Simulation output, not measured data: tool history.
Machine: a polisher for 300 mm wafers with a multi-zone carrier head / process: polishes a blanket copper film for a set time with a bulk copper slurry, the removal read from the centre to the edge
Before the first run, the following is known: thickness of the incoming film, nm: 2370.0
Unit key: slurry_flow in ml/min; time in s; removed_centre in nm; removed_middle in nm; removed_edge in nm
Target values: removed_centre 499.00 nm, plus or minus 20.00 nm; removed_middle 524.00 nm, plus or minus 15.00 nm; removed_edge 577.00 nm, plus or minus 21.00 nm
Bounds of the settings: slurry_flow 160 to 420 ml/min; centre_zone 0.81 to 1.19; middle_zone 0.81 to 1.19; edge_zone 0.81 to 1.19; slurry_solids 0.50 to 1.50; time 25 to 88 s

run 1 day=0.000 | slurry_flow=270 centre_zone=1.00 middle_zone=1.00 edge_zone=1.00 slurry_solids=1.00 time=56 | removed_centre=455.38 removed_middle=467.16 removed_edge=469.13
run 2 day=0.158 | slurry_flow=275 centre_zone=1.00 middle_zone=1.00 edge_zone=1.02 slurry_solids=1.05 time=56 | removed_centre=464.62 removed_middle=475.46 removed_edge=476.56
run 3 day=0.225 | slurry_flow=275 centre_zone=1.00 middle_zone=1.00 edge_zone=1.02 slurry_solids=1.05 time=44 | removed_centre=363.06 removed_middle=373.63 removed_edge=377.06
run 4 day=0.325 | slurry_flow=275 centre_zone=1.08 middle_zone=1.00 edge_zone=1.02 slurry_solids=1.05 time=44 | removed_centre=392.54 removed_middle=373.38 removed_edge=374.12
run 5 day=0.654 | slurry_flow=250 centre_zone=1.08 middle_zone=1.00 edge_zone=1.02 slurry_solids=1.05 time=44 | removed_centre=392.70 removed_middle=371.62 removed_edge=370.45
run 6 day=0.708 | slurry_flow=250 centre_zone=1.08 middle_zone=0.93 edge_zone=1.02 slurry_solids=1.05 time=44 | removed_centre=387.46 removed_middle=355.76 removed_edge=379.58
run 7 day=0.779 | slurry_flow=250 centre_zone=1.06 middle_zone=0.93 edge_zone=1.04 slurry_solids=1.10 time=46 | removed_centre=403.95 removed_middle=371.76 removed_edge=402.52
run 8 day=1.038 | slurry_flow=255 centre_zone=1.04 middle_zone=0.94 edge_zone=1.05 slurry_solids=1.15 time=47 | removed_centre=416.25 removed_middle=388.68 removed_edge=415.52
run 9 day=1.292 | slurry_flow=255 centre_zone=1.02 middle_zone=0.94 edge_zone=1.06 slurry_solids=1.20 time=48 | removed_centre=424.46 removed_middle=402.44 removed_edge=437.15
run 10 day=1.525 | slurry_flow=255 centre_zone=1.00 middle_zone=0.95 edge_zone=1.07 slurry_solids=1.25 time=49 | removed_centre=423.00 removed_middle=416.49 removed_edge=449.84
run 11 day=1.662 | slurry_flow=255 centre_zone=0.99 middle_zone=0.95 edge_zone=1.08 slurry_solids=1.30 time=50 | removed_centre=434.18 removed_middle=430.03 removed_edge=463.81
run 12 day=1.888 | slurry_flow=255 centre_zone=0.98 middle_zone=0.95 edge_zone=1.09 slurry_solids=1.35 time=51 | removed_centre=441.41 removed_middle=440.95 removed_edge=480.80
run 13 day=1.967 | slurry_flow=260 centre_zone=0.98 middle_zone=0.95 edge_zone=1.10 slurry_solids=1.35 time=52 | removed_centre=441.44 removed_middle=451.32 removed_edge=494.62
run 14 day=2.254 | slurry_flow=260 centre_zone=0.98 middle_zone=0.95 edge_zone=1.11 slurry_solids=1.35 time=53 | removed_centre=450.85 removed_middle=458.40 removed_edge=509.43
run 15 day=2.321 | slurry_flow=260 centre_zone=0.99 middle_zone=0.96 edge_zone=1.12 slurry_solids=1.35 time=53 | removed_centre=470.29 removed_middle=462.36 removed_edge=513.89
run 16 day=2.379 | slurry_flow=265 centre_zone=0.98 middle_zone=0.97 edge_zone=1.13 slurry_solids=1.35 time=53 | removed_centre=449.62 removed_middle=466.74 removed_edge=500.70
run 17 day=2.675 | slurry_flow=265 centre_zone=0.98 middle_zone=0.97 edge_zone=1.13 slurry_solids=1.35 time=54 | removed_centre=461.46 removed_middle=471.52 removed_edge=511.11
run 18 day=2.983 | slurry_flow=265 centre_zone=0.98 middle_zone=0.97 edge_zone=1.13 slurry_solids=1.35 time=55 | removed_centre=480.56 removed_middle=477.90 removed_edge=530.94
run 19 day=3.004 | slurry_flow=265 centre_zone=0.98 middle_zone=0.97 edge_zone=1.14 slurry_solids=1.35 time=55 | removed_centre=480.95 removed_middle=481.07 removed_edge=542.27
run 20 day=3.217 | slurry_flow=265 centre_zone=0.98 middle_zone=0.98 edge_zone=1.15 slurry_solids=1.35 time=55 | removed_centre=476.69 removed_middle=492.81 removed_edge=535.39

Next run, 5 choices. One meets every target within its allowed miss, the rest don't. Which?
run A day=3.429 | slurry_flow=255 centre_zone=0.96 middle_zone=0.99 edge_zone=1.17 slurry_solids=1.50 time=58 | removed_centre=? removed_middle=? removed_edge=?
run B day=3.429 | slurry_flow=260 centre_zone=1.01 middle_zone=1.02 edge_zone=1.13 slurry_solids=1.45 time=54 | removed_centre=? removed_middle=? removed_edge=?
run C day=3.429 | slurry_flow=270 centre_zone=1.16 middle_zone=0.93 edge_zone=1.11 slurry_solids=1.35 time=50 | removed_centre=? removed_middle=? removed_edge=?
run D day=3.429 | slurry_flow=295 centre_zone=0.93 middle_zone=0.88 edge_zone=1.14 slurry_solids=1.45 time=58 | removed_centre=? removed_middle=? removed_edge=?
run E day=3.429 | slurry_flow=325 centre_zone=1.13 middle_zone=1.06 edge_zone=1.15 slurry_solids=1.45 time=50 | removed_centre=? removed_middle=? removed_edge=?

move=A removed_centre=492.37 removed_middle=529.94 removed_edge=597.26
move=B removed_centre=478.76 removed_middle=499.96 removed_edge=541.75
move=C removed_centre=500.71 removed_middle=427.00 removed_edge=489.38
move=D removed_centre=477.53 removed_middle=489.35 removed_edge=589.05
move=E removed_centre=503.76 removed_middle=482.19 removed_edge=511.45
A: in spec on every target
B: nearer than the last run, and not there yet
C: moves away from the targets compared with the last run
D: moves away from the targets compared with the last run
E: moves away from the targets compared with the last run
Correct choice: A, which meets every target

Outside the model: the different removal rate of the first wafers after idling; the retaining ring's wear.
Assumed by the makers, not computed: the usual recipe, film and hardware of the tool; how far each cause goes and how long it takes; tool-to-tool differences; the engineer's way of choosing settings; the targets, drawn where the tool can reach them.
